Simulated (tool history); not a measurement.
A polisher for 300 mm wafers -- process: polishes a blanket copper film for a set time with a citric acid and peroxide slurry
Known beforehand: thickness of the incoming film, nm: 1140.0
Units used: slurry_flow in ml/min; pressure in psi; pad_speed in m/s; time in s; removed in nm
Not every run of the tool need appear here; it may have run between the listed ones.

run 1 hour=0 | slurry_flow=175 pressure=4.1 pad_speed=1.26 slurry_solids=1 time=121 | removed=453.12
run 2 hour=4.1 | slurry_flow=175 pressure=4.1 pad_speed=1.26 slurry_solids=1 time=126 | removed=475.06
run 3 hour=4.8 | slurry_flow=175 pressure=4.5 pad_speed=1.26 slurry_solids=1 time=126 | removed=505.91
run 4 hour=9.9 | slurry_flow=175 pressure=4.5 pad_speed=1.1 slurry_solids=1 time=126 | removed=447.33
-- hour=12.9 slurry blender recalibrated
run 5 hour=12.9 | slurry_flow=210 pressure=4.5 pad_speed=1.1 slurry_solids=1 time=126 | removed=496.71
run 6 hour=19.6 | slurry_flow=210 pressure=4.5 pad_speed=1.1 slurry_solids=0.8 time=126 | removed=477.47

The next listed run, before its measurement:
run 7 hour=27 | slurry_flow=220 pressure=4.8 pad_speed=1.12 slurry_solids=0.8 time=126 | removed=?

{"run 7": {"removed": 516.92}}
